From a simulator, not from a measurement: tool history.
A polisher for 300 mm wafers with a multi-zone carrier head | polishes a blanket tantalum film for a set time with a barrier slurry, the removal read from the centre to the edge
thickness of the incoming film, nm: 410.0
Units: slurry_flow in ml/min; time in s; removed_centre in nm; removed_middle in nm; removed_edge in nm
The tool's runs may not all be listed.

| run | hour | slurry_flow | centre_zone | middle_zone | edge_zone | slurry_solids | time | removed_centre | removed_middle | removed_edge |
|---|---|---|---|---|---|---|---|---|---|---|
| 1 | 0.0 | 250 | 1.00 | 1.00 | 1.00 | 1.00 | 54 | 83.286 | 86.485 | 90.181 |
| 2 | 8.5 | 260 | 1.00 | 1.05 | 1.04 | 1.05 | 54 | 86.657 | 92.076 | 93.199 |
| 3 | 10.2 | 320 | 1.00 | 1.05 | 1.04 | 1.05 | 54 | 87.817 | 92.316 | 94.219 |
| 4 | 16.2 | 290 | 1.00 | 1.05 | 1.04 | 1.05 | 54 | 85.805 | 92.756 | 92.505 |
| 5 | 18.5 | 290 | 0.99 | 1.06 | 1.06 | 1.15 | 54 | 87.390 | 96.526 | 94.758 |
| 6 | 24.6 | 290 | 0.98 | 1.06 | 1.09 | 1.20 | 55 | 89.892 | 97.292 | 100.220 |

The next listed run, before its measurement:
| 7 | 26.3 | 290 | 0.97 | 1.09 | 1.10 | 1.25 | 55 | ? | ? | ? |

Run 7 gave removed_centre 90.063 nm, removed_middle 101.530 nm, removed_edge 101.220 nm.
